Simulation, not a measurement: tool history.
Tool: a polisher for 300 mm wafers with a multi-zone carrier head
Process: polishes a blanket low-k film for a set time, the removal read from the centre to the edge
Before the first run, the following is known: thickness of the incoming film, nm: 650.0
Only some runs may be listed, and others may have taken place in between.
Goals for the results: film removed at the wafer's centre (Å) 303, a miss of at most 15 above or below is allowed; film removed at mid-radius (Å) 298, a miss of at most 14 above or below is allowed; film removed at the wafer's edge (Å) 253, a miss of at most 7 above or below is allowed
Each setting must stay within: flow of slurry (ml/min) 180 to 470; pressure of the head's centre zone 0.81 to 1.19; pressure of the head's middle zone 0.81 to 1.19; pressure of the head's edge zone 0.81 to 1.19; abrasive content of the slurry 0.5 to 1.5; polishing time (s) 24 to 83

run,hour,flow of slurry (ml/min),pressure of the head's centre zone,pressure of the head's middle zone,pressure of the head's edge zone,abrasive content of the slurry,polishing time (s),film removed at the wafer's centre (Å),film removed at mid-radius (Å),film removed at the wafer's edge (Å)
1,0,300,1,1,1,1,53,216.36,217.61,201.19
2,7.3,305,1.04,1.04,1.03,1.1,53,239.44,229.12,216.34
3,10.4,315,1.05,1.08,1.01,1.2,53,252.13,251.19,222.27
4,12.3,320,1.07,1.11,1.02,1.25,53,260.21,264.41,230.45
5,17.8,385,1.07,1.11,1.02,1.25,53,269.73,259.03,230.46
6,20.2,385,1.07,1.04,1.02,1.25,53,271.55,246.35,230.7
7,29.1,380,1.08,1.07,1.02,1.3,53,273.48,260.65,235.22
# hour 34.8: edge zone pressure recalibrated
8,34.8,380,1.09,1.09,1.02,1.35,53,275.17,270.62,251.77
9,37.4,395,1.1,1.11,1,1.35,53,278.32,273.68,248.27
10,45.5,410,1.11,1.13,0.99,1.3,54,283.93,283.98,249.55
11,53.4,425,1.13,1.14,0.98,1.25,54,296.01,281.6,244.45
12,60.5,425,1.13,1.15,0.98,1.25,54,293.31,284.16,244.43
13,62.1,425,1.14,1.16,0.98,1.25,54,293.45,281.26,239.3

4 next moves are on the table. One of them brings every result within its allowed miss. Which?
A,63.7,400,1.12,1.16,0.95,1.2,58,?,?,?
B,63.7,405,1.04,1.17,0.97,1.5,57,?,?,?
C,63.7,365,1.02,1.19,0.89,1.5,59,?,?,?
D,63.7,375,1.08,1.19,0.85,1.1,64,?,?,?

move,film removed at the wafer's centre (Å),film removed at mid-radius (Å),film removed at the wafer's edge (Å)
A,306.48,299.85,250.39
B,307.33,326.4,272.7
C,309.15,339.96,270.94
D,311.09,322.79,252.7
A: every result lands within tolerance
B: takes the biggest miss from the last run beyond its target
C: takes the biggest miss from the last run beyond its target
D: puts the biggest miss on target and leaves a different result outside tolerance
The move that meets every target is A.
